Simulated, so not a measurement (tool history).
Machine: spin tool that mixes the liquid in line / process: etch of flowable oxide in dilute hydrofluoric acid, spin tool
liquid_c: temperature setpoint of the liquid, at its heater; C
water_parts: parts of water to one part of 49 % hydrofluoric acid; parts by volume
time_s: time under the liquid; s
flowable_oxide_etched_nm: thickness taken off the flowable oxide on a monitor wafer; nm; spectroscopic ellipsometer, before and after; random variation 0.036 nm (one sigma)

| run | hour | liquid_c | water_parts | time_s | flowable_oxide_etched_nm |
|---|---|---|---|---|---|
| 1 | 0 | 23 | 170 | 20 | 3.5661 |
| 2 | 4.2 | 23 | 170 | 20 | 3.5352 |
| 3 | 4.8 | 24 | 170 | 20 | 3.7133 |
| 4 | 11.7 | 24 | 170 | 20 | 3.6506 |
| 5 | 13.5 | 24 | 220 | 20 | 2.6494 |
| 6 | 15.1 | 25 | 210 | 20 | 2.9403 |

Predict the results of run 7:
| 7 | 22.1 | 26 | 205 | 20 | ? |

flowable_oxide_etched_nm: 3.1792 nm
